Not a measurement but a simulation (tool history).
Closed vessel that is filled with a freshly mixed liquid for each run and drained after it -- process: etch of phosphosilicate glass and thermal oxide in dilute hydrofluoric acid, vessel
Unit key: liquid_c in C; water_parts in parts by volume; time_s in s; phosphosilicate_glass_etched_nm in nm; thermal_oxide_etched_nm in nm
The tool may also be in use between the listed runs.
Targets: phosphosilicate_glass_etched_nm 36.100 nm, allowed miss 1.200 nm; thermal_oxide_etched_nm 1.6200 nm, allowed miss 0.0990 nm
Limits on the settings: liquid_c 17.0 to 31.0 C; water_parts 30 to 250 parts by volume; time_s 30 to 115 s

run,hour,liquid_c,water_parts,time_s,phosphosilicate_glass_etched_nm,thermal_oxide_etched_nm
1,0.0,23.0,140,60,45.500,1.9984
2,3.0,21.5,140,60,43.565,1.9975
3,3.5,23.0,140,60,46.346,2.0770
4,5.6,25.5,140,60,50.962,2.3364
5,13.6,23.0,140,60,46.308,2.0328
6,17.6,25.0,140,60,50.136,2.2739
7,22.1,23.0,140,60,46.463,2.0910
8,26.7,19.0,145,60,37.445,1.6853

Consider the 4 candidate settings below. Which is the only one whose results all fall within their allowed miss of target?
A,31.3,26.0,155,50,?,?
B,31.3,18.5,140,60,?,?
C,31.3,18.5,130,55,?,?
D,31.3,19.5,130,50,?,?

move,phosphosilicate_glass_etched_nm,thermal_oxide_etched_nm
A,38.257,1.7004
B,38.577,1.7146
C,38.475,1.7101
D,36.429,1.6192
A: its largest miss is bigger than the last run's
B: its largest miss is bigger than the last run's
C: its largest miss is bigger than the last run's
D: all results in spec
Move D is the one to make.

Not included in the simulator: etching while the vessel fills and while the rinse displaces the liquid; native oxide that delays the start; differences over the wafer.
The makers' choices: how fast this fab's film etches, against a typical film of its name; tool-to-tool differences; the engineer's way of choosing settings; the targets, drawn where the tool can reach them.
